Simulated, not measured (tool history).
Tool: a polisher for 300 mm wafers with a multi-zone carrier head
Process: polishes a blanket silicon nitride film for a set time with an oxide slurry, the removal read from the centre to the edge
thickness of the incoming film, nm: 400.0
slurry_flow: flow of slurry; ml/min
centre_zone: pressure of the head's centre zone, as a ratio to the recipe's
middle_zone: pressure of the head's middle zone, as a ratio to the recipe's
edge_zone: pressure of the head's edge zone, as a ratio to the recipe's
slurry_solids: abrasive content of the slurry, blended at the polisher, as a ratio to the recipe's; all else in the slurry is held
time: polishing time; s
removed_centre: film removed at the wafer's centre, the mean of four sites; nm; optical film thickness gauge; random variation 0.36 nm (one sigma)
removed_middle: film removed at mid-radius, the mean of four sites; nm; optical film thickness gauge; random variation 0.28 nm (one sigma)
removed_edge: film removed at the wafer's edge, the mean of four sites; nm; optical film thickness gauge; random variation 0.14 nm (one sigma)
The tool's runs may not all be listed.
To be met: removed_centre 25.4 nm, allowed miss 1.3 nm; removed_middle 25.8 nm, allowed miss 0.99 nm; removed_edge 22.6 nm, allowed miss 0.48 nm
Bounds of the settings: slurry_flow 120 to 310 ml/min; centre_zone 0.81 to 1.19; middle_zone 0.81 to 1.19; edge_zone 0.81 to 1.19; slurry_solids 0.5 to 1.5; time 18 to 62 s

run	hour	slurry_flow	centre_zone	middle_zone	edge_zone	slurry_solids	time	removed_centre	removed_middle	removed_edge
1	0	200	1	1	1	1	40	29.322	29.311	28.941
2	8.2	195	1	1.01	0.97	0.95	40	28.241	28.628	27.589
3	12.3	190	1	1.01	0.94	0.9	40	27.799	27.695	26.359
4	20.9	190	1	1.01	0.89	0.9	40	27.505	27.596	25.878
5	28.7	240	1	1.01	0.89	0.9	40	28.346	29	26.268
6	30.6	235	1	1.01	0.88	0.85	40	26.834	27.055	24.953
7	38.5	235	1	1.02	0.87	0.85	40	27.706	27.8	24.833
8	41.6	230	1	1.02	0.86	0.85	40	27.275	27.756	24.715
9	42.8	225	1	1.02	0.85	0.85	40	26.301	27.518	24.626
10	44.8	195	1.07	1.04	0.81	0.7	40	25	24.449	21.081
11	46.2	200	1.06	1.04	0.82	0.7	40	25.433	24.393	21.119
12	53.4	205	1.05	1.04	0.83	0.7	40	24.938	24.253	21.033
13	55.5	235	1.04	1.08	0.93	0.75	40	26.582	26.853	23.598
14	57.6	230	1.04	1.08	0.92	0.75	40	26.338	26.681	23.522
15	60.4	225	1.04	1.08	0.91	0.75	40	26.296	25.9	23.12
16	65	220	1.03	1.1	0.89	0.75	40	25.58	26.65	23.108
17	73.8	215	1.03	1.1	0.89	0.75	40	25.142	26.909	23.139
18	77.8	210	1.03	1.1	0.89	0.75	40	25.786	27.103	22.839

Which of these 4 next moves meets every target?
A	81.8	185	1.05	1.08	0.9	0.65	44	?	?	?
B	81.8	215	1.02	1.14	0.87	0.75	40	?	?	?
C	81.8	255	1.01	1.13	0.86	0.8	38	?	?	?
D	81.8	225	0.97	1	0.95	0.9	34	?	?	?

move	removed_centre	removed_middle	removed_edge
A	25.419	25.896	22.622
B	25.462	27.912	22.797
C	25.522	27.989	22.813
D	23.252	23.992	22.829
A: meets every target
B: further off than the last run
C: further off than the last run
D: takes the result that was furthest off past its target
Move A is the one to make.
